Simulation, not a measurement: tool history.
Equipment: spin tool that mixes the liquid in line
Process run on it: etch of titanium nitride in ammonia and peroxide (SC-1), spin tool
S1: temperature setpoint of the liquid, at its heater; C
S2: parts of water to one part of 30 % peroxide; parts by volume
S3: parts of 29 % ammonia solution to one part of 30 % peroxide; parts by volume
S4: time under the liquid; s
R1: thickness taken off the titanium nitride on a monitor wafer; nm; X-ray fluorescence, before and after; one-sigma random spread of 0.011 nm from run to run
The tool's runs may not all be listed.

run,hour,S1,S2,S3,S4,R1
1,0,53,16,0.65,40,2.5141
2,7,53,13,0.65,40,2.7934
3,16,50.5,13,0.65,40,2.3767
4,24.8,50.5,13,0.5,40,2.2869
5,32.8,50.5,13,0.35,40,2.1295
6,39,49.5,13,0.35,40,1.9855
7,42,48.5,13,0.35,40,1.8327
8,46.3,48,13,0.35,40,1.7807

Run 9 comes next. What will it give?
9,46.9,47.5,13,0.35,40,?

{"run 9": {"R1": 1.7219}}
